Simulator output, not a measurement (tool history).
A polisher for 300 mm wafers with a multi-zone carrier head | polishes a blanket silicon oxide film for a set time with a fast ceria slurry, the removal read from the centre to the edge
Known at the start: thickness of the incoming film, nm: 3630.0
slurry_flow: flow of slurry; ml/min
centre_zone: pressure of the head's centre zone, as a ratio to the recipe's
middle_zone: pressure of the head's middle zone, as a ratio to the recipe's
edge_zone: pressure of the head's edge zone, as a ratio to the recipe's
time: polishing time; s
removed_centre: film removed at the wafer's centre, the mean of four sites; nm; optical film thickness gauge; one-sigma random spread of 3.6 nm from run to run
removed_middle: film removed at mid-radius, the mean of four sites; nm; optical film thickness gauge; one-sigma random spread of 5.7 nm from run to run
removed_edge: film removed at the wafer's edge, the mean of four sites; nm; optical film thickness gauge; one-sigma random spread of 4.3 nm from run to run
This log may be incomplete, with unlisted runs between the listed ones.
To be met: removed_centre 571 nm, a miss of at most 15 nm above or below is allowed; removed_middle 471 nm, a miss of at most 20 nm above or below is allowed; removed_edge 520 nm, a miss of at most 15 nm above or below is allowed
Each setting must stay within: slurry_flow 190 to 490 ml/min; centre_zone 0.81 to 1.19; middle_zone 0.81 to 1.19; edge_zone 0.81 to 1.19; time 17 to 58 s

run    day  slurry_flow  centre_zone  middle_zone  edge_zone  time  removed_centre  removed_middle  removed_edge
  1      0          315            1            1          1    37          431.22           420.1        419.42
  2  0.238          315            1            1       0.93    37           434.6          420.37        406.47
  3  0.362          270            1            1       0.93    37          419.71          401.59        396.48
  4  0.588          270            1         0.93       0.93    37          421.56          387.88        400.91
  5  0.671          315         1.04         0.93          1    38          459.46           402.9        425.62
  6  0.792          315         1.04         0.93       1.05    38          456.67          402.83        430.49
  7  0.962          335         1.06         0.93       1.08    40          491.82          420.33        471.18
  8  1.225          355         1.09         0.96        1.1    40          508.29          432.29        473.37
  9  1.333          370         1.11         0.97       1.12    41          532.41          465.29        487.99
 10  1.392          375         1.12         0.96       1.14    41          542.06          447.04        488.22

Below are 4 possible settings for the next run. Only one of them brings all results inside the allowed miss of their targets. Which is it?
  A  1.45          455         1.14         0.96       1.19    42               ?               ?             ?
  B  1.45          365         1.13         0.94       1.14    40               ?               ?             ?
  C  1.45          335         1.05            1       1.18    43               ?               ?             ?
  D  1.45          395         1.15         1.05        1.1    39               ?               ?             ?

move  removed_centre  removed_middle  removed_edge
   A          574.63          457.77        519.08
   B          532.47           421.8        479.37
   C          527.29          472.51        519.34
   D          532.58          451.66        462.24
A: hits every target within its allowed miss
B: misses by more than the last run did
C: meets the target for the result that was furthest off, but another lies outside its allowed miss
D: misses by more than the last run did
The right move is A.

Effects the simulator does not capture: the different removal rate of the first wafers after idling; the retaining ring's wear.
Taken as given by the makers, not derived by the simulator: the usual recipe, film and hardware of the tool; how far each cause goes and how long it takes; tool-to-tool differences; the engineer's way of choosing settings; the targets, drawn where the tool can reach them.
